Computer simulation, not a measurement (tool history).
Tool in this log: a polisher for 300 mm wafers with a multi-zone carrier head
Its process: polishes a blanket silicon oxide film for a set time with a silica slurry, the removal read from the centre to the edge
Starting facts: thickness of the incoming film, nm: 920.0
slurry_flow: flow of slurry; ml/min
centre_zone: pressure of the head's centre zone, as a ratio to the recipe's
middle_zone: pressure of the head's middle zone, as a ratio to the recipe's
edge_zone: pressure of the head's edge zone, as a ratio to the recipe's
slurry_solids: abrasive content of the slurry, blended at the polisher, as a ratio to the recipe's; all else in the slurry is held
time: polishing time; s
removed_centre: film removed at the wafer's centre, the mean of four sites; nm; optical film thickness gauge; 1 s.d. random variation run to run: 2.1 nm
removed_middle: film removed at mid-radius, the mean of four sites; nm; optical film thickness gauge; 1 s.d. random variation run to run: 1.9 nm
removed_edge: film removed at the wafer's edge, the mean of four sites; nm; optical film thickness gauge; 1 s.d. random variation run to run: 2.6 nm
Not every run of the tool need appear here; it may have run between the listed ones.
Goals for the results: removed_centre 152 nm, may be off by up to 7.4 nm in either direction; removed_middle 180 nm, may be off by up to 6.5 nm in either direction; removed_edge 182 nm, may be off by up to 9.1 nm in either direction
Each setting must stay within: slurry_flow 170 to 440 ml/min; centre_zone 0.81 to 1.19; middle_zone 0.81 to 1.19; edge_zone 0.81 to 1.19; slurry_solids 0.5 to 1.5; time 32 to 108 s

run  hour  slurry_flow  centre_zone  middle_zone  edge_zone  slurry_solids  time  removed_centre  removed_middle  removed_edge
  1     0          280            1            1          1              1    70          193.35          214.44        213.35
  2   8.8          280            1            1          1              1    55          160.89          170.71        167.04
  3  16.7          315            1            1          1              1    55          159.97          172.91        167.53
  4  20.9          315         0.99            1       1.01              1    55          155.44          171.04        173.73
  5  21.5          315         0.99         1.01       1.01              1    55          157.63           175.5        177.01
  6  30.3          315         0.99         1.01       1.01              1    69          199.59          212.48        216.64
     33.1  -- centre zone pressure recalibrated
  7  33.1          315         0.99         1.01       1.01              1    69          207.91          216.02        219.45
  8  40.4          300         0.98         0.99          1              1    69          207.63          211.43        216.16

Which single option among these 5 for the next run brings every result within its allowed miss of target? Just one does.
  A  47.7          335         0.89         0.81       1.04              1    61               ?               ?             ?
  B  47.7          250         1.03          1.1       0.88           1.05    58               ?               ?             ?
  C  47.7          310         0.92            1       1.18            0.9    55               ?               ?             ?
  D  47.7          205         0.96         1.16       1.19           1.15    52               ?               ?             ?
  E  47.7          265         0.97         1.18       0.97           1.25    72               ?               ?             ?

move  removed_centre  removed_middle  removed_edge
   A          166.94          163.26        187.91
   B          181.69          187.89        164.19
   C          147.08          159.38        170.64
   D          152.81          176.58        173.51
   E          230.45          265.64        230.57
A: an improvement on the last run, though not all results are within tolerance
B: an improvement on the last run, though not all results are within tolerance
C: brings the result that was furthest off to its target, and leaves another outside
D: every result within its allowed miss
E: the biggest miss grows against the last run
Move D is the one to make.
